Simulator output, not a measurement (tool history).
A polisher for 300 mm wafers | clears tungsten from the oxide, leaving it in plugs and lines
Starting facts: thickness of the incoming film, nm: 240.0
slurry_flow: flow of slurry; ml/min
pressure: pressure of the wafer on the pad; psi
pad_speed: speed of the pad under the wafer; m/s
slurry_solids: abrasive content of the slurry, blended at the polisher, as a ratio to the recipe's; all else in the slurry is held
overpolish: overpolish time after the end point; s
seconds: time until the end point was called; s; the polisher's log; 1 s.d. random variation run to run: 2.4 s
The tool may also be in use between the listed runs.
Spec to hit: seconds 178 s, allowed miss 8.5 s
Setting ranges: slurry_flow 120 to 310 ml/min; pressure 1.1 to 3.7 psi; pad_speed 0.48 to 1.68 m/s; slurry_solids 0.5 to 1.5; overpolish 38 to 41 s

Run 1, hour 0: slurry_flow 200 ml/min, pressure 2.4 psi, pad_speed 1.08 m/s, slurry_solids 1, overpolish 38 s. Result: seconds 75.959 s.
Run 2, hour 3.1: slurry_flow 200 ml/min, pressure 2.4 psi, pad_speed 0.82 m/s, slurry_solids 1, overpolish 38 s. Result: seconds 97.357 s.
Run 3, hour 6.5: slurry_flow 200 ml/min, pressure 2.4 psi, pad_speed 0.82 m/s, slurry_solids 0.85, overpolish 38 s. Result: seconds 103.68 s.
Run 4, hour 7.5: slurry_flow 200 ml/min, pressure 2.4 psi, pad_speed 0.82 m/s, slurry_solids 0.75, overpolish 38 s. Result: seconds 101.62 s.
Run 5, hour 13: slurry_flow 160 ml/min, pressure 2.4 psi, pad_speed 0.82 m/s, slurry_solids 0.75, overpolish 38 s. Result: seconds 107.12 s.
Run 6, hour 17.2: slurry_flow 160 ml/min, pressure 2 psi, pad_speed 0.8 m/s, slurry_solids 0.75, overpolish 38 s. Result: seconds 132.01 s.
Run 7, hour 22.6: slurry_flow 160 ml/min, pressure 1.8 psi, pad_speed 0.8 m/s, slurry_solids 0.75, overpolish 38 s. Result: seconds 146.02 s.
Run 8, hour 24.9: slurry_flow 160 ml/min, pressure 1.7 psi, pad_speed 0.8 m/s, slurry_solids 0.75, overpolish 38 s. Result: seconds 150.44 s.
Run 9, hour 31.4: slurry_flow 160 ml/min, pressure 1.6 psi, pad_speed 0.8 m/s, slurry_solids 0.75, overpolish 38 s. Result: seconds 158.94 s.
Run 10, hour 39.1: slurry_flow 160 ml/min, pressure 1.3 psi, pad_speed 0.78 m/s, slurry_solids 0.75, overpolish 38 s. Result: seconds 202.46 s.
Run 11, hour 45.3: slurry_flow 160 ml/min, pressure 1.4 psi, pad_speed 0.78 m/s, slurry_solids 0.75, overpolish 38 s. Result: seconds 185.31 s.

Which single option among these 4 for the next run brings every result within its allowed miss of target? Just one does.
Run A, hour 51.5: slurry_flow 125 ml/min, pressure 1.3 psi, pad_speed 0.76 m/s, slurry_solids 1, overpolish 38 s. Result: seconds ?.
Run B, hour 51.5: slurry_flow 120 ml/min, pressure 1.1 psi, pad_speed 0.94 m/s, slurry_solids 1, overpolish 38 s. Result: seconds ?.
Run C, hour 51.5: slurry_flow 190 ml/min, pressure 1.2 psi, pad_speed 0.8 m/s, slurry_solids 0.8, overpolish 38 s. Result: seconds ?.
Run D, hour 51.5: slurry_flow 130 ml/min, pressure 1.6 psi, pad_speed 0.74 m/s, slurry_solids 0.85, overpolish 38 s. Result: seconds ?.

move  seconds
   A   210.94
   B   203.38
   C   206.02
   D   180.37
A: misses by more than the last run did
B: misses by more than the last run did
C: misses by more than the last run did
D: meets every target
The move that meets every target is D.
